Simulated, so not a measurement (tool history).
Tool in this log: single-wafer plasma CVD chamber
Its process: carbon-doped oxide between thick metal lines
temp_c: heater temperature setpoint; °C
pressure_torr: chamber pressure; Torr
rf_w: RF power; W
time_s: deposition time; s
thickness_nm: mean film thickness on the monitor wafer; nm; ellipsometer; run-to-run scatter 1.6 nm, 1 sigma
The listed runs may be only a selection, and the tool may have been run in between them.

| run | hour | temp_c | pressure_torr | rf_w | time_s | thickness_nm |
|---|---|---|---|---|---|---|
| 1 | 0.0 | 355 | 5.54 | 430 | 123 | 531.85 |
| 2 | 1.9 | 345 | 5.54 | 430 | 123 | 545.57 |
| 3 | 8.0 | 350 | 5.02 | 410 | 123 | 517.53 |
| 4 | 16.2 | 360 | 5.02 | 410 | 123 | 504.13 |
| 5 | 17.8 | 363 | 4.74 | 390 | 123 | 480.94 |
| 6 | 26.1 | 363 | 4.74 | 390 | 118 | 465.07 |
| 7 | 30.2 | 365 | 4.49 | 380 | 118 | 451.96 |

What will run 8 give?
| 8 | 37.9 | 367 | 4.25 | 375 | 118 | ? |

{"run 8": {"thickness_nm": 445.6}}
